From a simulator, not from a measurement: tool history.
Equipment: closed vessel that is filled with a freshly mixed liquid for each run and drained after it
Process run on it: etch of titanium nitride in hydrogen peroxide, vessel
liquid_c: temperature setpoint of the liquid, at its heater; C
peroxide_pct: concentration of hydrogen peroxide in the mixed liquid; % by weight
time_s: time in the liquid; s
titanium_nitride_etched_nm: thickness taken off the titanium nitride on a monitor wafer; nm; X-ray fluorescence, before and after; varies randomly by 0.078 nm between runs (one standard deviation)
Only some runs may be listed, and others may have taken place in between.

run	hour	liquid_c	peroxide_pct	time_s	titanium_nitride_etched_nm
1	0.0	45.0	25.5	530	16.2510
2	7.1	44.0	25.5	530	15.2050
3	15.3	50.0	25.5	530	23.4530
4	20.3	50.0	30.0	530	24.5960
5	24.3	48.0	30.0	530	21.2200
6	28.0	46.5	30.0	530	18.8620
# hour 34.7: thermometer replaced
7	34.7	45.0	30.0	530	18.4980
8	36.9	43.5	30.0	530	16.9000
9	39.9	36.0	29.5	530	9.2530
10	42.4	36.0	29.5	530	9.3305
11	50.7	36.0	29.5	530	9.3859
12	56.2	36.5	29.5	530	9.6939

The next listed run, before its measurement:
13	61.0	37.0	29.5	530	?

Run 13 came out at titanium_nitride_etched_nm 10.0600 nm.
